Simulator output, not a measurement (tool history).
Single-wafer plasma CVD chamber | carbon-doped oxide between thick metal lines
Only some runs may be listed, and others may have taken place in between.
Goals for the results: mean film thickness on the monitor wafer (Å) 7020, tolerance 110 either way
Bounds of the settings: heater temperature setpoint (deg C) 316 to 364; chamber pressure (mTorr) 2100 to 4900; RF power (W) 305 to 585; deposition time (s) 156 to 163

run,hour,heater temperature setpoint (deg C),chamber pressure (mTorr),RF power (W),deposition time (s),mean film thickness on the monitor wafer (Å)
1,0,340,3500,445,163,7896.9
2,4.3,349,3500,445,163,7706.7
3,6,349,3500,445,163,7709
4,7.1,349,3500,470,163,7917.3
5,9,342,3500,470,163,8036.5
6,17.8,343,3380,460,163,7936.6
7,24.7,344,3300,450,163,7802.3
# hour 30.7: capacitance manometer re-zeroed and calibrated
8,30.7,344,3300,450,163,7722.3
9,32.5,345,3190,450,163,7681.4
10,38.9,346,3080,450,163,7645.5
11,47.3,346,3080,450,163,7632.7
12,54.7,347,2980,450,163,7601
13,57.9,348,2880,445,163,7459.9
14,61.3,349,2810,445,163,7448.1
15,66.5,350,2740,445,163,7438.8
16,68.4,351,2670,445,163,7404.8

Which single option among these 4 for the next run brings every result within its allowed miss of target? Just one does.
A,70.3,347,2300,435,162,?
B,70.3,354,2820,485,163,?
C,70.3,356,2820,445,156,?
D,70.3,358,2960,460,158,?

move,mean film thickness on the monitor wafer (Å)
A,7258.9
B,7735.7
C,7046.5
D,7268.8
A: nearer than the last run, and not there yet
B: lands further from the targets than the last run did
C: all results in spec
D: nearer than the last run, and not there yet
C meets every target.
